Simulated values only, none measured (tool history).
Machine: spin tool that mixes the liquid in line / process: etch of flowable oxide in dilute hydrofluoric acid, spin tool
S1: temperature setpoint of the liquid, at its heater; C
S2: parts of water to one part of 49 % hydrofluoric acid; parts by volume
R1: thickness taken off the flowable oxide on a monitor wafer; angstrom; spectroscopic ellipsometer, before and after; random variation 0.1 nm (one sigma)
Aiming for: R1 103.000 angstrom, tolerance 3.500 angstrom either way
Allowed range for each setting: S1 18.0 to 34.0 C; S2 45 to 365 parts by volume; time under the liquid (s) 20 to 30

{"run": 1, "hour": 0.0, "S1": 26.0, "S2": 205, "time under the liquid (s)": 30, "R1": 73.934}
{"run": 2, "hour": 5.1, "S1": 26.0, "S2": 205, "time under the liquid (s)": 30, "R1": 71.927}
{"run": 3, "hour": 9.8, "S1": 27.5, "S2": 200, "time under the liquid (s)": 30, "R1": 79.126}
{"run": 4, "hour": 16.7, "S1": 28.5, "S2": 195, "time under the liquid (s)": 30, "R1": 85.43}
{"run": 5, "hour": 19.5, "S1": 28.5, "S2": 150, "time under the liquid (s)": 30, "R1": 115.72}
{"run": 6, "hour": 25.0, "S1": 28.0, "S2": 150, "time under the liquid (s)": 30, "R1": 114.68}
{"run": 7, "hour": 33.0, "S1": 27.5, "S2": 150, "time under the liquid (s)": 30, "R1": 110.69}
{"run": 8, "hour": 33.8, "S1": 27.0, "S2": 150, "time under the liquid (s)": 30, "R1": 109.26}
{"run": 9, "hour": 40.2, "S1": 26.5, "S2": 150, "time under the liquid (s)": 30, "R1": 106.62}
{"run": 10, "hour": 44.2, "S1": 26.5, "S2": 150, "time under the liquid (s)": 30, "R1": 107.54}

Below are 4 possible settings for the next run. Only one of them brings all results inside the allowed miss of their targets. Which is it?
{"run": "A", "hour": 48.2, "S1": 24.0, "S2": 135, "time under the liquid (s)": 30, "R1": "?"}
{"run": "B", "hour": 48.2, "S1": 26.0, "S2": 145, "time under the liquid (s)": 30, "R1": "?"}
{"run": "C", "hour": 48.2, "S1": 27.5, "S2": 160, "time under the liquid (s)": 30, "R1": "?"}
{"run": "D", "hour": 48.2, "S1": 33.0, "S2": 175, "time under the liquid (s)": 30, "R1": "?"}

move=A R1=111.480
move=B R1=110.700
move=C R1=104.150
move=D R1=113.450
A: moves away from the targets compared with the last run
B: moves away from the targets compared with the last run
C: every result within its allowed miss
D: moves away from the targets compared with the last run
Move C is the one to make.

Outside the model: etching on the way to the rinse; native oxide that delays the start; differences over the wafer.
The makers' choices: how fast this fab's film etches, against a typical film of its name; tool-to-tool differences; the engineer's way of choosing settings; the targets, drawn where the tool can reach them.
